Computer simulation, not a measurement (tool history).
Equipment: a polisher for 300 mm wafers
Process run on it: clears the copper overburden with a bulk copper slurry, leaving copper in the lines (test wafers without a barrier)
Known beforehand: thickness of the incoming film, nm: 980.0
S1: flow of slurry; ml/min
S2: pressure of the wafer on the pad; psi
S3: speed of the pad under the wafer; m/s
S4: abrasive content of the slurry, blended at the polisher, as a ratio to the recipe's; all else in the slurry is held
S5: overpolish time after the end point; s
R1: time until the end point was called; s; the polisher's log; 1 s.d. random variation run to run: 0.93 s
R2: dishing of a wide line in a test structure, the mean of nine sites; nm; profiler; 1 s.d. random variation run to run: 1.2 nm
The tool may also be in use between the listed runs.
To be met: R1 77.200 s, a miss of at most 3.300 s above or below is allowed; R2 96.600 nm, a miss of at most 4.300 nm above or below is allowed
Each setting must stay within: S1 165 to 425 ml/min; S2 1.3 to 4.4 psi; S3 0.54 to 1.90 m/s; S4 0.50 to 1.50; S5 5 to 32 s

run  hour   S1   S2    S3    S4  S5       R1      R2
  1   0.0  275  2.8  1.22  1.00  16  112.150  67.130
  2   5.1  275  3.0  1.22  1.00  16  107.170  72.088
  3   9.0  275  3.0  1.22  1.00   9  106.140  48.941
  4  15.2  275  3.2  1.22  1.00  10  101.740  55.457
  5  23.4  275  3.7  1.22  1.00  10   88.825  60.764
  6  26.0  275  3.8  1.22  1.00  11   86.240  66.154
  7  33.2  275  3.9  1.22  1.00  12   84.988  70.247
  8  34.6  275  4.0  1.22  1.00  13   81.765  74.601
  9  37.8  275  4.0  1.22  1.00  14   82.677  77.118
 10  39.2  275  4.1  1.22  1.00  15   80.686  81.627
 11  45.3  275  4.1  1.22  1.00  16   81.856  84.441

Next run, 5 choices. One meets every target within its allowed miss, the rest don't. Which?
  A  51.4  230  3.8  1.38  1.15  22   ?   ?
  B  51.4  260  4.1  1.50  1.00  19   ?   ?
  C  51.4  200  4.1  1.66  0.80  20   ?   ?
  D  51.4  255  4.3  1.34  1.10  20   ?   ?
  E  51.4  230  3.8  1.30  1.00  17   ?   ?

move      R1      R2
   A  76.490  94.008
   B  67.840  94.384
   C  67.914  95.867
   D  70.130  95.637
   E  83.237  82.740
A: every result within its allowed miss
B: corrects the largest miss of the last run, while another result sits out of spec
C: corrects the largest miss of the last run, while another result sits out of spec
D: corrects the largest miss of the last run, while another result sits out of spec
E: its largest miss is bigger than the last run's
A meets every target.
